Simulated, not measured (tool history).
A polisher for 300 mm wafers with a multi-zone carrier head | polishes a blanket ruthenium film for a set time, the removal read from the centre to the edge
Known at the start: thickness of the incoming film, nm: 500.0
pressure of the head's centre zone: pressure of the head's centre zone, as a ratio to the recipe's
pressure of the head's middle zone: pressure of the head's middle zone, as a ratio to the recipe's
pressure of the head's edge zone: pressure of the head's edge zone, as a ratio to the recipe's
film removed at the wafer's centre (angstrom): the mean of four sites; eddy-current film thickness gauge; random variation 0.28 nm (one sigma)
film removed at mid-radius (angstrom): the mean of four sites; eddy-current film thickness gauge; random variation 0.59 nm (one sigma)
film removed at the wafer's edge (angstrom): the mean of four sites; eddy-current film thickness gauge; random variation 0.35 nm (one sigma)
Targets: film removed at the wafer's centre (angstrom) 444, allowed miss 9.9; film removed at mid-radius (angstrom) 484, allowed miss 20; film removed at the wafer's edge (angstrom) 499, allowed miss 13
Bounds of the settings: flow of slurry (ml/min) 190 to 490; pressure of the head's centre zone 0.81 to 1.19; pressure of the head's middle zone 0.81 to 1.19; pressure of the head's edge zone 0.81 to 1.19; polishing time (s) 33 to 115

| run | day | flow of slurry (ml/min) | pressure of the head's centre zone | pressure of the head's middle zone | pressure of the head's edge zone | polishing time (s) | film removed at the wafer's centre (angstrom) | film removed at mid-radius (angstrom) | film removed at the wafer's edge (angstrom) |
|---|---|---|---|---|---|---|---|---|---|
| 1 | 0 | 315 | 1 | 1 | 1 | 73 | 643.18 | 617.06 | 620.35 |
| 2 | 0.325 | 315 | 0.95 | 1 | 1 | 73 | 601.45 | 617.48 | 627.44 |
| 3 | 0.421 | 315 | 0.95 | 0.94 | 1 | 73 | 597.82 | 583.57 | 623.34 |
| 4 | 0.592 | 310 | 0.92 | 0.93 | 0.96 | 71 | 572.92 | 576.45 | 592.67 |
| 5 | 0.925 | 335 | 0.92 | 0.93 | 0.96 | 71 | 579.31 | 560.69 | 601.49 |
| 6 | 0.967 | 315 | 0.9 | 0.92 | 0.94 | 69 | 544.01 | 549.93 | 577.27 |
| 7 | 1.104 | 305 | 0.88 | 0.91 | 0.92 | 67 | 512.65 | 521.42 | 543.59 |
| 8 | 1.479 | 305 | 0.88 | 0.91 | 0.92 | 67 | 516.48 | 520.38 | 554.98 |
| 9 | 1.542 | 290 | 0.86 | 0.91 | 0.9 | 66 | 492.69 | 513.96 | 535.29 |

Which of these 4 next moves meets every target?
| A | 1.604 | 335 | 0.89 | 0.91 | 0.96 | 57 | ? | ? | ? |
| B | 1.604 | 290 | 0.82 | 0.81 | 0.96 | 63 | ? | ? | ? |
| C | 1.604 | 265 | 0.86 | 0.86 | 0.91 | 72 | ? | ? | ? |
| D | 1.604 | 370 | 0.84 | 0.93 | 0.93 | 60 | ? | ? | ? |

| move | film removed at the wafer's centre (angstrom) | film removed at mid-radius (angstrom) | film removed at the wafer's edge (angstrom) |
|---|---|---|---|
| A | 443.57 | 446.43 | 482.47 |
| B | 446.33 | 444.27 | 530.09 |
| C | 531.73 | 529.89 | 587.68 |
| D | 443.56 | 481.65 | 502.63 |
A: brings the result that was furthest off to its target, and leaves another outside
B: brings the result that was furthest off to its target, and leaves another outside
C: further off than the last run
D: meets every target
Answer: D

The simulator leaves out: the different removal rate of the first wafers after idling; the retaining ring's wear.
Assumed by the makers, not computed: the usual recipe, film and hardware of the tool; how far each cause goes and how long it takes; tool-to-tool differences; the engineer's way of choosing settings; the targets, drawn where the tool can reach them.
